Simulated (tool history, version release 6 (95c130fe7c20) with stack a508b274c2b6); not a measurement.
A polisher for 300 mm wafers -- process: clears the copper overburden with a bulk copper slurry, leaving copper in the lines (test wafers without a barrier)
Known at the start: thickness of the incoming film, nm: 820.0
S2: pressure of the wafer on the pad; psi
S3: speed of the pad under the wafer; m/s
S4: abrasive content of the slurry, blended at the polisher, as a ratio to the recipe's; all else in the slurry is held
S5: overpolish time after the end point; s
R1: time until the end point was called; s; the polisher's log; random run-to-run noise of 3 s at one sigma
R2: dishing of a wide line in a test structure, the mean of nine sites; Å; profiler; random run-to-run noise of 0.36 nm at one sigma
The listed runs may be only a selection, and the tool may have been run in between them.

run 1 hour=0 | flow_of_slurry_(ml/min)=255 S2=1.9 S3=1.24 S4=1 S5=17 | R1=101.28 R2=559.58
run 2 hour=7.2 | flow_of_slurry_(ml/min)=255 S2=1.8 S3=1.22 S4=1 S5=15 | R1=113.71 R2=492.14
run 3 hour=14.2 | flow_of_slurry_(ml/min)=265 S2=1.7 S3=1.22 S4=1.05 S5=14 | R1=115.62 R2=458.7
run 4 hour=20.7 | flow_of_slurry_(ml/min)=285 S2=1.6 S3=1.2 S4=1.1 S5=13 | R1=118.93 R2=413.69
run 5 hour=22 | flow_of_slurry_(ml/min)=300 S2=1.5 S3=1.16 S4=1.15 S5=12 | R1=130.15 R2=395.2
run 6 hour=24.9 | flow_of_slurry_(ml/min)=315 S2=1.4 S3=1.14 S4=1.2 S5=11 | R1=135.12 R2=361.49
run 7 hour=26.8 | flow_of_slurry_(ml/min)=325 S2=1.3 S3=1.12 S4=1.25 S5=10 | R1=142.28 R2=324.18
run 8 hour=32.9 | flow_of_slurry_(ml/min)=395 S2=0.9 S3=1 S4=1.5 S5=5 | R1=212.57 R2=129.43
run 9 hour=33.9 | flow_of_slurry_(ml/min)=390 S2=0.9 S3=1 S4=1.5 S5=5 | R1=216.82 R2=138.66
run 10 hour=39.9 | flow_of_slurry_(ml/min)=380 S2=1.5 S3=1.02 S4=1.5 S5=9 | R1=126.07 R2=333.98
run 11 hour=46.3 | flow_of_slurry_(ml/min)=380 S2=1.4 S3=1.04 S4=1.5 S5=8 | R1=134.56 R2=292.8
run 12 hour=53.2 | flow_of_slurry_(ml/min)=380 S2=1.3 S3=1.06 S4=1.5 S5=8 | R1=142.74 R2=280.09
run 13 hour=56.6 | flow_of_slurry_(ml/min)=350 S2=0.9 S3=1.16 S4=1.35 S5=5 | R1=201.02 R2=143.17

Run 14 has not been measured yet. What should we expect?
run 14 hour=64.2 | flow_of_slurry_(ml/min)=350 S2=0.9 S3=1.18 S4=1.35 S5=5 | R1=? R2=?

Logged for run 14: R1 197.9 s, R2 145.69 Å.
